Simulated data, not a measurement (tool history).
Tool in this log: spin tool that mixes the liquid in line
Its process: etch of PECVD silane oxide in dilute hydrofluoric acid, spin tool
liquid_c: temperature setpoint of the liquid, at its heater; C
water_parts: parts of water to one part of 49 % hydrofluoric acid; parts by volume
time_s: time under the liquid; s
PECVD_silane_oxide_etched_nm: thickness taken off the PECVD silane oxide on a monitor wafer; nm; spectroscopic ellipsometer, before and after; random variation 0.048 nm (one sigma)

run	day	liquid_c	water_parts	time_s	PECVD_silane_oxide_etched_nm
1	0	20	90	30	8.3257
2	0.188	20	105	30	7.0214
3	0.225	19.5	110	30	6.5116
4	0.367	19	115	30	6.0541
5	0.392	19	115	20	4.0326
6	0.588	19	145	20	3.1486
7	0.867	21.5	145	20	3.4834
8	1.179	23	140	20	3.8323
9	1.433	24	135	20	4.1386
10	1.508	25	130	20	4.5064

For run 11, what comes out?
11	1.612	25.5	130	20	?

PECVD_silane_oxide_etched_nm: 4.5848 nm
